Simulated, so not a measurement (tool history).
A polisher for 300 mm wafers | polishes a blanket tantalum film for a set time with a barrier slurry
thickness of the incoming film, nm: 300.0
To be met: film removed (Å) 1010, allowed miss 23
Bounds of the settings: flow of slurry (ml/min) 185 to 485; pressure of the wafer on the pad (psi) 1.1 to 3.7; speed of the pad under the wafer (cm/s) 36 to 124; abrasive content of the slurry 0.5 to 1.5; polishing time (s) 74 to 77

run,day,flow of slurry (ml/min),pressure of the wafer on the pad (psi),speed of the pad under the wafer (cm/s),abrasive content of the slurry,polishing time (s),film removed (Å)
1,0,310,2.4,80,1,74,1346.4
2,0.367,305,2.3,80,1,74,1286.6
3,0.546,305,2.3,72,1,74,1153.8
4,0.888,305,2.3,72,0.85,74,1090.7
5,1.05,305,2.3,86,0.85,74,1272.4
6,1.221,305,2.8,86,0.85,74,1581.8
7,1.275,300,2.6,86,0.85,74,1468.3
8,1.458,300,2.4,86,0.85,74,1353
9,1.688,300,2.3,86,0.85,74,1301.1
# day 1.833: worn pad replaced by a new one
10,1.833,300,2.3,86,0.85,74,1400.8
11,2.092,285,1.7,86,0.85,74,1054.4

5 next moves are on the table. One of them brings every result within its allowed miss. Which?
A,2.35,290,1.6,88,0.75,77,?
B,2.35,330,1.4,108,0.75,76,?
C,2.35,335,1.8,74,1.1,77,?
D,2.35,325,1.6,94,0.85,77,?
E,2.35,305,1.6,86,0.95,77,?

move,film removed (Å)
A,1007.2
B,1077.1
C,1096.9
D,1134.6
E,1077.4
A: meets every target
B: further off than the last run
C: further off than the last run
D: further off than the last run
E: further off than the last run
Answer: A
